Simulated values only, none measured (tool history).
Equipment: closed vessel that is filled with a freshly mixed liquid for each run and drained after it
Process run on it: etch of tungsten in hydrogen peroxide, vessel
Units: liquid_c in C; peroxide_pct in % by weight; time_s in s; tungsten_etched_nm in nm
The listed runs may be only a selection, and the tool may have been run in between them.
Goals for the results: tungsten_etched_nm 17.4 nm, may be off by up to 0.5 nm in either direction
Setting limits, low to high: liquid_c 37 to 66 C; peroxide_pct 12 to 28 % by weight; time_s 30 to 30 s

| run | hour | liquid_c | peroxide_pct | time_s | tungsten_etched_nm |
|---|---|---|---|---|---|
| 1 | 0 | 53 | 19 | 30 | 26.516 |
| 2 | 3.1 | 53 | 19 | 30 | 26.738 |
| 3 | 11.7 | 51 | 19 | 30 | 23.559 |
| 4 | 19.5 | 49.5 | 19 | 30 | 21.636 |
|  | 23.1 | thermometer replaced |
| 5 | 23.1 | 49.5 | 22.5 | 30 | 26.821 |
| 6 | 27.6 | 53.5 | 22.5 | 30 | 34.005 |
| 7 | 30 | 50 | 22.5 | 30 | 27.524 |
| 8 | 35.3 | 47.5 | 22.5 | 30 | 23.629 |

4 candidate next runs follow, results not yet known. Just one meets every target within its allowed miss. Identify it.
| A | 40.6 | 53 | 21 | 30 | ? |
| B | 40.6 | 43 | 19.5 | 30 | ? |
| C | 40.6 | 44 | 22 | 30 | ? |
| D | 40.6 | 42.5 | 22.5 | 30 | ? |

| move | tungsten_etched_nm |
|---|---|
| A | 31.922 |
| B | 16.565 |
| C | 18.751 |
| D | 17.233 |
A: its largest miss is bigger than the last run's
B: takes the biggest miss from the last run beyond its target
C: moves toward the targets from the last run without getting all of them in spec
D: hits every target within its allowed miss
Go with D: it meets all targets.
